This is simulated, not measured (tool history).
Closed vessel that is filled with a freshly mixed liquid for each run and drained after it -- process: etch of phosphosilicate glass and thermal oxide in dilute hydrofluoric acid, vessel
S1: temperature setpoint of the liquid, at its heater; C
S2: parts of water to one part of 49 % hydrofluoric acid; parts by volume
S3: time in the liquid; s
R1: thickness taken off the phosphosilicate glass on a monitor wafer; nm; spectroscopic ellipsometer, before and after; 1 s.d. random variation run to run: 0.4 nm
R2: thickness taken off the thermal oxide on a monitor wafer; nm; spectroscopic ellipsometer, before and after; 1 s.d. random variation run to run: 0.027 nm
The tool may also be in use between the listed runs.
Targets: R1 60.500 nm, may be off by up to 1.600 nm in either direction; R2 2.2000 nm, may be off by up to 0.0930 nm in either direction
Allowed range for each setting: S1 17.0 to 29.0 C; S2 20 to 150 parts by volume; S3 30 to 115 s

Run 1, day 0.000: S1 21.0 C, S2 85 parts by volume, S3 60 s. Result: R1 80.575 nm, R2 2.9818 nm.
Run 2, day 0.196: S1 17.5 C, S2 85 parts by volume, S3 60 s. Result: R1 69.379 nm, R2 2.4994 nm.
Run 3, day 0.417: S1 21.0 C, S2 85 parts by volume, S3 60 s. Result: R1 80.228 nm, R2 2.9513 nm.
Run 4, day 0.604: S1 20.0 C, S2 85 parts by volume, S3 60 s. Result: R1 78.819 nm, R2 2.8052 nm.
Run 5, day 0.700: S1 20.0 C, S2 85 parts by volume, S3 80 s. Result: R1 103.630 nm, R2 3.7549 nm.
Run 6, day 0.871: S1 19.5 C, S2 95 parts by volume, S3 80 s. Result: R1 89.861 nm, R2 3.2063 nm.
Run 7, day 0.921: S1 19.0 C, S2 100 parts by volume, S3 80 s. Result: R1 82.803 nm, R2 3.0226 nm.
Run 8, day 1.012: S1 18.5 C, S2 105 parts by volume, S3 80 s. Result: R1 77.566 nm, R2 2.7760 nm.
Run 9, day 1.088: S1 18.5 C, S2 110 parts by volume, S3 80 s. Result: R1 73.375 nm, R2 2.6498 nm.
Run 10, day 1.146: S1 18.5 C, S2 110 parts by volume, S3 80 s. Result: R1 74.050 nm, R2 2.6100 nm.
Run 11, day 1.396: S1 18.5 C, S2 115 parts by volume, S3 80 s. Result: R1 70.144 nm, R2 2.5259 nm.
Run 12, day 1.621: S1 18.0 C, S2 115 parts by volume, S3 80 s. Result: R1 68.813 nm, R2 2.4963 nm.

Below are 4 possible settings for the next run. Only one of them brings all results inside the allowed miss of their targets. Which is it?
Run A, day 1.846: S1 19.0 C, S2 110 parts by volume, S3 70 s. Result: R1 ?, R2 ?.
Run B, day 1.846: S1 19.0 C, S2 125 parts by volume, S3 80 s. Result: R1 ?, R2 ?.
Run C, day 1.846: S1 23.5 C, S2 130 parts by volume, S3 70 s. Result: R1 ?, R2 ?.
Run D, day 1.846: S1 20.0 C, S2 115 parts by volume, S3 65 s. Result: R1 ?, R2 ?.

move      R1      R2
   A  65.023  2.3600
   B  64.360  2.3359
   C  64.436  2.3387
   D  59.841  2.1719
A: closes in on the targets versus the last run, not all within tolerance yet
B: closes in on the targets versus the last run, not all within tolerance yet
C: closes in on the targets versus the last run, not all within tolerance yet
D: all results land within tolerance of their targets
Answer: D

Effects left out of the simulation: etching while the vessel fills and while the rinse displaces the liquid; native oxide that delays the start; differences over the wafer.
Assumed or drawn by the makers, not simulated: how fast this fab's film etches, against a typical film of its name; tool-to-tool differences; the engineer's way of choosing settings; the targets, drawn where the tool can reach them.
